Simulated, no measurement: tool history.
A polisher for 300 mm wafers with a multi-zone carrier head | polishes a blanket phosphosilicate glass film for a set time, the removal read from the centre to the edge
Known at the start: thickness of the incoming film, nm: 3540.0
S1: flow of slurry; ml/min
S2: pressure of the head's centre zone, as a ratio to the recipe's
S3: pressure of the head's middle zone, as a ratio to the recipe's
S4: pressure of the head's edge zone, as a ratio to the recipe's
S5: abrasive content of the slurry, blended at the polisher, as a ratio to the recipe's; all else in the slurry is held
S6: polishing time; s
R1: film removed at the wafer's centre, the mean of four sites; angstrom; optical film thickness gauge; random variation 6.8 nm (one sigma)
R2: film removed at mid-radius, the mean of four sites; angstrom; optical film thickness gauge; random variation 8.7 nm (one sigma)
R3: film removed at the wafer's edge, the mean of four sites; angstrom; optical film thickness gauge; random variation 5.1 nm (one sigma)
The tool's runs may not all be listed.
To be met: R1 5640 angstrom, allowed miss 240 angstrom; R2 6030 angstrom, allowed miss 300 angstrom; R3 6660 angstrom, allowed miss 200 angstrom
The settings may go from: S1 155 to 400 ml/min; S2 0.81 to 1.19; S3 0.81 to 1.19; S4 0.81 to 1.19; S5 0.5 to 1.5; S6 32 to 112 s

run 1 hour=0 | S1=255 S2=1 S3=1 S4=1 S5=1 S6=72 | R1=5392.6 R2=5026.6 R3=5026.6
run 2 hour=1.8 | S1=255 S2=1.04 S3=1 S4=1 S5=1 S6=72 | R1=5548.8 R2=5131.8 R3=5032.8
run 3 hour=7.3 | S1=195 S2=1.04 S3=1 S4=1 S5=1 S6=72 | R1=5383.8 R2=4836.8 R3=4951.2
run 4 hour=15.4 | S1=195 S2=0.99 S3=1.01 S4=1.05 S5=1.1 S6=72 | R1=5458.2 R2=5379.9 R3=5413.8
run 5 hour=18.2 | S1=195 S2=0.99 S3=1.01 S4=1.05 S5=1.3 S6=72 | R1=6097.3 R2=5834.8 R3=5907.8
-- hour=20.7 centre zone pressure recalibrated
run 6 hour=20.7 | S1=185 S2=0.96 S3=1 S4=1.09 S5=1.3 S6=72 | R1=5385.6 R2=5797.7 R3=5992.6
run 7 hour=27.5 | S1=185 S2=0.97 S3=0.99 S4=1.11 S5=1.35 S6=72 | R1=5679.5 R2=5838.3 R3=6219.6
run 8 hour=33.5 | S1=185 S2=0.97 S3=0.99 S4=1.13 S5=1.35 S6=72 | R1=5641.1 R2=5903.8 R3=6170.2

Which of these 4 next moves meets every target?
run A hour=39.5 | S1=175 S2=1.01 S3=1.07 S4=1.11 S5=1.3 S6=71 | R1=? R2=? R3=?
run B hour=39.5 | S1=205 S2=0.98 S3=1.04 S4=1.19 S5=1.35 S6=69 | R1=? R2=? R3=?
run C hour=39.5 | S1=170 S2=0.93 S3=0.97 S4=1.17 S5=1.45 S6=74 | R1=? R2=? R3=?
run D hour=39.5 | S1=185 S2=0.95 S3=1.1 S4=1.12 S5=1.1 S6=75 | R1=? R2=? R3=?

move=A R1=5541.7 R2=5843.5 R3=5833.2
move=B R1=5451.5 R2=5739.4 R3=6060.5
move=C R1=5658 R2=5876.5 R3=6562
move=D R1=5122.2 R2=5807 R3=5674.7
A: further off than the last run
B: further off than the last run
C: meets every target
D: further off than the last run
The right move is C.
